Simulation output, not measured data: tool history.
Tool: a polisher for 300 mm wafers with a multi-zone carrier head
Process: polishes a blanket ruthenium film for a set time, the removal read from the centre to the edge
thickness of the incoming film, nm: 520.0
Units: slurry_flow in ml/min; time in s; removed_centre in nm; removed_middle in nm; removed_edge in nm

run 1 hour=0 | slurry_flow=135 centre_zone=1 middle_zone=1 edge_zone=1 time=88 | removed_centre=41.612 removed_middle=41.606 removed_edge=42.352
run 2 hour=6.1 | slurry_flow=140 centre_zone=1.01 middle_zone=1.02 edge_zone=1.02 time=92 | removed_centre=44.486 removed_middle=45.435 removed_edge=44.182
run 3 hour=14.5 | slurry_flow=140 centre_zone=1.01 middle_zone=1.02 edge_zone=1.02 time=83 | removed_centre=39.74 removed_middle=41.241 removed_edge=40.571
run 4 hour=15.1 | slurry_flow=140 centre_zone=1.01 middle_zone=1.02 edge_zone=0.96 time=83 | removed_centre=39.198 removed_middle=40.758 removed_edge=38.148
run 5 hour=22.2 | slurry_flow=140 centre_zone=1.01 middle_zone=1.02 edge_zone=0.96 time=71 | removed_centre=33.738 removed_middle=34.722 removed_edge=33.526
run 6 hour=25.1 | slurry_flow=120 centre_zone=1.01 middle_zone=1.02 edge_zone=0.96 time=71 | removed_centre=33.464 removed_middle=33.859 removed_edge=32.555
run 7 hour=27.5 | slurry_flow=130 centre_zone=1.02 middle_zone=1.03 edge_zone=1 time=77 | removed_centre=36.219 removed_middle=37.644 removed_edge=36.434
run 8 hour=28.6 | slurry_flow=130 centre_zone=1.02 middle_zone=1.03 edge_zone=1 time=77 | removed_centre=36.292 removed_middle=37.591 removed_edge=37.393
run 9 hour=29.2 | slurry_flow=140 centre_zone=1.05 middle_zone=1.05 edge_zone=1.02 time=82 | removed_centre=40.931 removed_middle=40.466 removed_edge=39.885
run 10 hour=32.6 | slurry_flow=145 centre_zone=1.05 middle_zone=1.07 edge_zone=1.04 time=86 | removed_centre=43.061 removed_middle=44.062 removed_edge=42.43
run 11 hour=38.4 | slurry_flow=150 centre_zone=1.05 middle_zone=1.08 edge_zone=1.06 time=89 | removed_centre=46.198 removed_middle=46.844 removed_edge=43.726
run 12 hour=41.9 | slurry_flow=150 centre_zone=1.04 middle_zone=1.08 edge_zone=1.08 time=93 | removed_centre=46.695 removed_middle=48.841 removed_edge=45.775
run 13 hour=50.2 | slurry_flow=150 centre_zone=1.04 middle_zone=1.08 edge_zone=1.1 time=97 | removed_centre=48.673 removed_middle=50.469 removed_edge=50.434
run 14 hour=54.4 | slurry_flow=155 centre_zone=1.04 middle_zone=1.09 edge_zone=1.11 time=99 | removed_centre=49.869 removed_middle=52.489 removed_edge=51.155

Run 15 comes next. What will it give?
run 15 hour=63 | slurry_flow=160 centre_zone=1.04 middle_zone=1.1 edge_zone=1.12 time=101 | removed_centre=? removed_middle=? removed_edge=?

removed_centre: 50.166 nm
removed_middle: 54.009 nm
removed_edge: 51.626 nm
